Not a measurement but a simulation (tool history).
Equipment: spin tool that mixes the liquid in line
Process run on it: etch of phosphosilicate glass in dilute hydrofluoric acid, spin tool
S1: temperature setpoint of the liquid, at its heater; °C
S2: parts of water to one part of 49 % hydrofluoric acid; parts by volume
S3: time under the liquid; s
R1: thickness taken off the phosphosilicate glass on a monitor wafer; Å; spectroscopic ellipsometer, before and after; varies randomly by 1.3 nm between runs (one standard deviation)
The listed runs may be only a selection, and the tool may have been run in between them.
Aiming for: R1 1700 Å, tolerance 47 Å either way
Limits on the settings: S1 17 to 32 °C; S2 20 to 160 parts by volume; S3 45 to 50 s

run 1 hour=0 | S1=24 S2=90 S3=45 | R1=823.35
run 2 hour=2.5 | S1=24 S2=115 S3=45 | R1=621.95
run 3 hour=8.9 | S1=24 S2=95 S3=45 | R1=780.34
run 4 hour=10.6 | S1=25.5 S2=85 S3=45 | R1=937.18
run 5 hour=13.3 | S1=27 S2=80 S3=45 | R1=1049.7
-- hour=18.5 hydrofluoric acid flow meter replaced
run 6 hour=18.5 | S1=28 S2=75 S3=45 | R1=1269.8
run 7 hour=21 | S1=29 S2=75 S3=45 | R1=1298.4
run 8 hour=27.4 | S1=29.5 S2=75 S3=45 | R1=1341.7
run 9 hour=28.7 | S1=32 S2=60 S3=45 | R1=1881.3
run 10 hour=33.1 | S1=32 S2=60 S3=45 | R1=1888
run 11 hour=37.5 | S1=31.5 S2=60 S3=45 | R1=1831.9
run 12 hour=41.9 | S1=31 S2=60 S3=45 | R1=1807.3
run 13 hour=44.4 | S1=30.5 S2=60 S3=45 | R1=1759.5

Which of these 4 next moves meets every target?
run A hour=46.9 | S1=31.5 S2=60 S3=45 | R1=?
run B hour=46.9 | S1=31 S2=65 S3=50 | R1=?
run C hour=46.9 | S1=31 S2=60 S3=45 | R1=?
run D hour=46.9 | S1=31.5 S2=65 S3=45 | R1=?

move=A R1=1841.5
move=B R1=1838.5
move=C R1=1806.4
move=D R1=1686.6
A: misses by more than the last run did
B: misses by more than the last run did
C: misses by more than the last run did
D: meets every target
D is the move that brings every result within its allowed miss.

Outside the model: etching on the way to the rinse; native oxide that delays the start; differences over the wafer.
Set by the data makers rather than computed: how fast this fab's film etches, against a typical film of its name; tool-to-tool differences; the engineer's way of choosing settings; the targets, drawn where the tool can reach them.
